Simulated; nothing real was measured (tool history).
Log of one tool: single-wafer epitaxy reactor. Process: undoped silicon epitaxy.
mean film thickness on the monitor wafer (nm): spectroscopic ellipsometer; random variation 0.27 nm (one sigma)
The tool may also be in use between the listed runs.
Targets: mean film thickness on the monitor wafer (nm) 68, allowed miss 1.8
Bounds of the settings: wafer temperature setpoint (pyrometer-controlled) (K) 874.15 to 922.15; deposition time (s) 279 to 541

run	hour	wafer temperature setpoint (pyrometer-controlled) (K)	deposition time (s)	mean film thickness on the monitor wafer (nm)
1	0	898.15	410	49.958
2	0.7	898.15	390	47.143
3	2	900.15	390	49.397
4	7.2	900.15	341	43.363
5	14.5	891.15	341	35.277
6	19	894.15	342	37.852
7	23.8	906.15	350	50.835
8	27.9	907.15	350	51.982
9	34.4	908.15	350	53.378
# hour 38.2: pyrometer calibrated
10	38.2	909.15	350	48.26
11	43.2	921.15	416	74.55
12	48.1	920.15	416	73.463

5 next moves are on the table. One of them brings every result within its allowed miss. Which?
A	53	916.15	421	?
B	53	921.15	459	?
C	53	922.15	405	?
D	53	922.15	395	?
E	53	915.15	487	?

move	mean film thickness on the monitor wafer (nm)
A	67.313
B	81.993
C	73.959
D	72.132
E	76.146
A: meets every target
B: further off than the last run
C: further off than the last run
D: nearer than the last run, and not there yet
E: further off than the last run
Answer: A
